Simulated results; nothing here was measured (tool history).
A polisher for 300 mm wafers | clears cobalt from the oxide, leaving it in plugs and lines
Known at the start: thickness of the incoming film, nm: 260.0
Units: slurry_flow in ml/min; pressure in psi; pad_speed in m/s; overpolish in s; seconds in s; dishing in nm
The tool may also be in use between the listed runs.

run	hour	slurry_flow	pressure	pad_speed	overpolish	seconds	dishing
1	0.0	315	1.7	0.90	23	64.136	43.086
2	5.7	315	1.7	1.04	23	55.802	45.140
3	13.3	315	1.7	1.04	15	55.640	37.191
4	14.4	315	1.5	1.04	15	62.635	35.173
5	20.2	315	1.5	1.04	20	61.533	41.329
6	25.7	315	1.5	0.90	20	70.416	38.159
7	26.5	315	1.7	0.92	21	63.012	41.359
8	28.9	315	1.9	0.92	21	59.417	42.867
9	31.3	315	2.1	0.94	21	53.722	44.666
10	35.8	315	2.2	0.96	21	49.931	45.252
11	44.0	315	2.3	0.96	22	47.099	46.640
12	52.8	315	2.4	0.96	23	46.103	47.692

Run 13 comes next. What will it give?
13	56.2	315	2.5	0.96	23	?	?

seconds: 44.957 s
dishing: 48.069 nm
